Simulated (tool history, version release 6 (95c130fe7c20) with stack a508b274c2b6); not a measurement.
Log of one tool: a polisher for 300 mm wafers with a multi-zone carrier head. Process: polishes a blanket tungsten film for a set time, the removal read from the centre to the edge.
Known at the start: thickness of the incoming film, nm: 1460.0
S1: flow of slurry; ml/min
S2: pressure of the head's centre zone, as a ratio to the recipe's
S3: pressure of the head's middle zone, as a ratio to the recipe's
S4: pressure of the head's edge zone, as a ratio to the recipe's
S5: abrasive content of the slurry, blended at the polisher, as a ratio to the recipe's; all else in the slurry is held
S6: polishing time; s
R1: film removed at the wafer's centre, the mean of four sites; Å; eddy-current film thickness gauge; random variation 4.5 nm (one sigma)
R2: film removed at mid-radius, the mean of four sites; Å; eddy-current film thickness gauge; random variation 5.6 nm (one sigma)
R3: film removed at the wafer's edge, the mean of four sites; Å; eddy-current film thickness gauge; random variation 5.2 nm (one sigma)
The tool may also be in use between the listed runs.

run,hour,S1,S2,S3,S4,S5,S6,R1,R2,R3
1,0,175,1,1,1,1,77,5407,5481.8,5454.9
2,6.1,175,0.98,1,0.98,0.9,75,5056.2,5233.8,5181.8
3,8.4,175,1.03,1,0.98,0.9,75,5340,5197.4,5324.2
4,14.5,175,1.03,1,0.98,0.8,75,5071.8,5086.4,5146.8
5,22.5,175,1.01,1,0.96,0.75,73,4983.1,4914.9,4928
6,23.4,175,1.01,1.06,0.96,0.75,73,4913.9,4966.9,4925.8
7,28,170,0.98,1.07,0.95,0.7,71,4583.3,4954.1,4682.8

Run 8 comes next. What will it give?
8,30.5,165,0.97,1.06,0.95,0.65,69,?,?,?

{"run 8": {"R1": 4284.6, "R2": 4594.9, "R3": 4417.2}}
